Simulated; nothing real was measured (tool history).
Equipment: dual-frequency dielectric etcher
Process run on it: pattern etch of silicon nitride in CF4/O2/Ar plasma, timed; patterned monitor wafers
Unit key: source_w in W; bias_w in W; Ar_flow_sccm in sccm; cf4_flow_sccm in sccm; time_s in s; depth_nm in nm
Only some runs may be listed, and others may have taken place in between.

run 1 hour=0 | source_w=560 bias_w=50 Ar_flow_sccm=83 cf4_flow_sccm=126 time_s=172 | depth_nm=397.25
run 2 hour=2 | source_w=580 bias_w=50 Ar_flow_sccm=83 cf4_flow_sccm=126 time_s=172 | depth_nm=411.34
run 3 hour=9 | source_w=580 bias_w=50 Ar_flow_sccm=83 cf4_flow_sccm=126 time_s=172 | depth_nm=406.46
run 4 hour=15.4 | source_w=600 bias_w=50 Ar_flow_sccm=83 cf4_flow_sccm=126 time_s=172 | depth_nm=419.65
run 5 hour=18.8 | source_w=550 bias_w=50 Ar_flow_sccm=83 cf4_flow_sccm=126 time_s=172 | depth_nm=390.38
run 6 hour=19.4 | source_w=550 bias_w=50 Ar_flow_sccm=83 cf4_flow_sccm=144 time_s=172 | depth_nm=388.97
run 7 hour=21.9 | source_w=570 bias_w=50 Ar_flow_sccm=83 cf4_flow_sccm=144 time_s=172 | depth_nm=408.03

Run 8, settings as shown, results not yet in. Your forecast:
run 8 hour=26.5 | source_w=590 bias_w=50 Ar_flow_sccm=83 cf4_flow_sccm=144 time_s=172 | depth_nm=?

depth_nm: 414.49 nm
